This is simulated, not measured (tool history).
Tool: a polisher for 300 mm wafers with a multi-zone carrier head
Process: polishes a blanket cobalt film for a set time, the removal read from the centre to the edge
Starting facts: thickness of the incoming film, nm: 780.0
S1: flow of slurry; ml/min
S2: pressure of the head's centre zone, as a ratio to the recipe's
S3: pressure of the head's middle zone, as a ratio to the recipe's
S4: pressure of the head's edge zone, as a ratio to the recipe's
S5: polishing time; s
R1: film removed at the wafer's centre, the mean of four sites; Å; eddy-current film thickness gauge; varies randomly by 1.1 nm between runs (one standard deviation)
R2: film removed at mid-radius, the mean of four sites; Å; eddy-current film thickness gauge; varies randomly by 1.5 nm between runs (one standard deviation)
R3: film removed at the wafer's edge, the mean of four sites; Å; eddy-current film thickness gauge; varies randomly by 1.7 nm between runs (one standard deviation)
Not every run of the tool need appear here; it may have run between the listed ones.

run,day,S1,S2,S3,S4,S5,R1,R2,R3
1,0,210,1,1,1,32,1362,1360.5,1342.5
2,0.162,205,0.99,0.98,1,32,1347.9,1326.8,1358.2
3,0.504,205,0.99,0.98,0.93,32,1353.8,1353.8,1346.7
4,0.842,205,0.99,1.04,0.93,32,1377.4,1408,1353
5,0.879,205,0.99,1.04,0.93,29,1192,1253.6,1214.4
6,1.171,205,0.99,1.04,1.01,29,1234.7,1233,1236.9
7,1.242,200,0.98,1.03,1.02,29,1226.5,1271.1,1246.3
8,1.329,200,0.98,1.01,1.02,29,1225.4,1214.4,1229.6
9,1.412,200,0.97,1,1.02,29,1200,1189.4,1269.2

Predict the results of run 10:
10,1.562,200,0.97,1,1.02,27,?,?,?

{"run 10": {"R1": 1113.4, "R2": 1114.3, "R3": 1178.1}}
